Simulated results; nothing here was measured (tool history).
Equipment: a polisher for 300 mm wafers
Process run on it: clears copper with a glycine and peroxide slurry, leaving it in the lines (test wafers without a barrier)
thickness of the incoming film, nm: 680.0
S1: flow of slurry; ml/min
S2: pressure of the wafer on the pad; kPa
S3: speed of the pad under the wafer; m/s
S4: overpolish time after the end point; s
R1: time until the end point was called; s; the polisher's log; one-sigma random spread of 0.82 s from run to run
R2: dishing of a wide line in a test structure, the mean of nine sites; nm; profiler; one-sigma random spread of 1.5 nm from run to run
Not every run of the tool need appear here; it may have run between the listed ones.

run 1 day=0 | S1=180 S2=18.6 S3=0.98 S4=30 | R1=118.75 R2=89.625
run 2 day=0.279 | S1=180 S2=18.6 S3=0.98 S4=36 | R1=120.3 R2=102.26
run 3 day=0.475 | S1=180 S2=18.6 S3=0.9 S4=36 | R1=127.35 R2=100.47
run 4 day=0.588 | S1=185 S2=20 S3=0.92 S4=34 | R1=119.28 R2=99.803
run 5 day=0.846 | S1=205 S2=20 S3=0.92 S4=34 | R1=115.97 R2=100.78
run 6 day=1.088 | S1=205 S2=20 S3=1.02 S4=34 | R1=108.89 R2=103.85
run 7 day=1.271 | S1=205 S2=20.7 S3=1.02 S4=33 | R1=104.42 R2=102.43
run 8 day=1.554 | S1=210 S2=21.4 S3=1.02 S4=33 | R1=104.58 R2=101.33
run 9 day=1.692 | S1=210 S2=22.1 S3=1.02 S4=33 | R1=99.847 R2=104.23
run 10 day=1.938 | S1=210 S2=22.8 S3=1.02 S4=33 | R1=98.031 R2=108.35
run 11 day=2.196 | S1=215 S2=23.4 S3=1.02 S4=32 | R1=93.337 R2=107.26
run 12 day=2.279 | S1=215 S2=23.4 S3=1.02 S4=32 | R1=95.029 R2=110.67
run 13 day=2.346 | S1=215 S2=23.4 S3=1.02 S4=31 | R1=94.531 R2=106.57

Run 14 has not been measured yet. What should we expect?
-- day=2.533 head pressure recalibrated
run 14 day=2.533 | S1=220 S2=24.1 S3=1.02 S4=30 | R1=? R2=?

R1: 100.18 s
R2: 99.49 nm

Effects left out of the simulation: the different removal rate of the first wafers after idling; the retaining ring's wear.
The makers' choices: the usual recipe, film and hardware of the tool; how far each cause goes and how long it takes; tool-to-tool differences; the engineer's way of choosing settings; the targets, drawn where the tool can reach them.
